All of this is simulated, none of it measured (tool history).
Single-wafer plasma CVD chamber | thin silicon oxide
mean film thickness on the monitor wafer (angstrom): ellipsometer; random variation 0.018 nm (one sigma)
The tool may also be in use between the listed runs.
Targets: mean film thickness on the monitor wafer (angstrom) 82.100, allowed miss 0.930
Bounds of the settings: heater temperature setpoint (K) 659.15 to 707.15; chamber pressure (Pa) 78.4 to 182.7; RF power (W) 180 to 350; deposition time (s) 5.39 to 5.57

| run | hour | heater temperature setpoint (K) | chamber pressure (Pa) | RF power (W) | deposition time (s) | mean film thickness on the monitor wafer (angstrom) |
|---|---|---|---|---|---|---|
| 1 | 0.0 | 683.15 | 130.5 | 265 | 5.39 | 105.220 |
| 2 | 6.6 | 683.15 | 116.5 | 265 | 5.39 | 92.576 |
| 3 | 14.8 | 683.15 | 111.7 | 265 | 5.39 | 87.805 |
| 4 | 22.5 | 683.15 | 94.8 | 265 | 5.39 | 69.062 |
| 5 | 30.8 | 694.15 | 94.8 | 265 | 5.39 | 68.794 |
| 6 | 32.4 | 694.15 | 85.7 | 265 | 5.39 | 58.216 |
| 7 | 35.0 | 694.15 | 85.7 | 265 | 5.39 | 58.250 |
| 8 | 35.6 | 684.15 | 90.8 | 265 | 5.39 | 64.411 |
| 9 | 41.7 | 680.15 | 96.3 | 265 | 5.39 | 71.003 |
| 10 | 48.8 | 675.15 | 98.7 | 265 | 5.39 | 73.863 |

4 next moves are on the table. One of them brings every result within its allowed miss. Which?
| A | 55.9 | 686.15 | 105.2 | 250 | 5.57 | ? |
| B | 55.9 | 667.15 | 104.8 | 260 | 5.57 | ? |
| C | 55.9 | 675.15 | 106.7 | 275 | 5.39 | ? |
| D | 55.9 | 674.15 | 109.3 | 235 | 5.55 | ? |

| move | mean film thickness on the monitor wafer (angstrom) |
|---|---|
| A | 81.635 |
| B | 83.221 |
| C | 83.900 |
| D | 84.435 |
A: meets every target
B: takes the result that was furthest off past its target
C: takes the result that was furthest off past its target
D: takes the result that was furthest off past its target
The right move is A.

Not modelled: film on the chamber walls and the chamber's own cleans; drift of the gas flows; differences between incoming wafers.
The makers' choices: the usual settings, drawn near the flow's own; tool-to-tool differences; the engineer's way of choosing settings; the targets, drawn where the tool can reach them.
